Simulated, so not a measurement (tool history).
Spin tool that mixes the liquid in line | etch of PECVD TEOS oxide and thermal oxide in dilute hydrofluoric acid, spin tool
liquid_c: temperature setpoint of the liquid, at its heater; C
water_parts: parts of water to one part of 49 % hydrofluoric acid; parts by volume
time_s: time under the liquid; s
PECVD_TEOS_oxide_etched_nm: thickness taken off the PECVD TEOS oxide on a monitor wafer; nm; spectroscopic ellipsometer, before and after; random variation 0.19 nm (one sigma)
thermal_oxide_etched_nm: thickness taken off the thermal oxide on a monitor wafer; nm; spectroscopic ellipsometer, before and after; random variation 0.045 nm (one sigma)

Run 1, day 0.000: liquid_c 21.0 C, water_parts 155 parts by volume, time_s 135 s. Result: PECVD_TEOS_oxide_etched_nm 19.161 nm, thermal_oxide_etched_nm 3.7432 nm.
Run 2, day 0.175: liquid_c 24.5 C, water_parts 155 parts by volume, time_s 135 s. Result: PECVD_TEOS_oxide_etched_nm 21.689 nm, thermal_oxide_etched_nm 4.3844 nm.
Run 3, day 0.433: liquid_c 25.0 C, water_parts 150 parts by volume, time_s 135 s. Result: PECVD_TEOS_oxide_etched_nm 23.165 nm, thermal_oxide_etched_nm 4.5344 nm.
Run 4, day 0.608: liquid_c 26.0 C, water_parts 150 parts by volume, time_s 135 s. Result: PECVD_TEOS_oxide_etched_nm 24.148 nm, thermal_oxide_etched_nm 4.7698 nm.
Run 5, day 0.825: liquid_c 26.5 C, water_parts 150 parts by volume, time_s 135 s. Result: PECVD_TEOS_oxide_etched_nm 24.419 nm, thermal_oxide_etched_nm 4.7821 nm.
Run 6, day 1.017: liquid_c 26.5 C, water_parts 115 parts by volume, time_s 135 s. Result: PECVD_TEOS_oxide_etched_nm 33.271 nm, thermal_oxide_etched_nm 6.5830 nm.
Run 7, day 1.050: liquid_c 25.0 C, water_parts 115 parts by volume, time_s 135 s. Result: PECVD_TEOS_oxide_etched_nm 31.545 nm, thermal_oxide_etched_nm 6.1505 nm.
Run 8, day 1.396: liquid_c 24.0 C, water_parts 115 parts by volume, time_s 135 s. Result: PECVD_TEOS_oxide_etched_nm 30.255 nm, thermal_oxide_etched_nm 5.9099 nm.
Run 9, day 1.629: liquid_c 23.5 C, water_parts 115 parts by volume, time_s 135 s. Result: PECVD_TEOS_oxide_etched_nm 29.723 nm, thermal_oxide_etched_nm 5.7810 nm.
Run 10, day 1.746: liquid_c 23.5 C, water_parts 115 parts by volume, time_s 135 s. Result: PECVD_TEOS_oxide_etched_nm 29.575 nm, thermal_oxide_etched_nm 5.9393 nm.

Run 11 comes next. What will it give?
Run 11, day 1.829: liquid_c 23.0 C, water_parts 115 parts by volume, time_s 135 s. Result: PECVD_TEOS_oxide_etched_nm ?, thermal_oxide_etched_nm ?.

Run 11 gave PECVD_TEOS_oxide_etched_nm 29.404 nm, thermal_oxide_etched_nm 5.6656 nm.
